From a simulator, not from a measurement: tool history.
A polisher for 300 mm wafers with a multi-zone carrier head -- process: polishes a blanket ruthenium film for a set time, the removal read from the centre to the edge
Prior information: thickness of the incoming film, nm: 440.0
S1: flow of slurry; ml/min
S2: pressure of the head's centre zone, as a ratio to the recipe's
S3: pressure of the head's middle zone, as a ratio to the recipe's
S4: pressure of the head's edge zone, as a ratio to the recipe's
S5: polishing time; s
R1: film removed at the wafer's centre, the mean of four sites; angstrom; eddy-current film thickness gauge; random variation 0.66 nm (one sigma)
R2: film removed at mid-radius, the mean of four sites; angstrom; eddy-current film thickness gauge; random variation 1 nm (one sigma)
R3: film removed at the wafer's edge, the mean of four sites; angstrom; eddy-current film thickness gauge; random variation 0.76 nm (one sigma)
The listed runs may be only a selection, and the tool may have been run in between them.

run	hour	S1	S2	S3	S4	S5	R1	R2	R3
1	0	280	1	1	1	60	543.46	553.05	555.33
2	3.4	280	1	1	1	70	642.04	655.09	650.38
3	5	280	1	1	0.96	70	637.86	639.56	645.47
4	7.8	280	1	1	0.96	82	750.79	771.82	746.68
5	16.6	290	1.02	1	0.98	82	761.43	769.96	754.03
6	19.3	290	1.04	1.01	0.99	83	787.57	781.65	770.16

For run 7, what comes out?
7	24.7	295	1.05	1.02	1	84	?	?	?

{"run 7": {"R1": 813.73, "R2": 780.73, "R3": 794.13}}
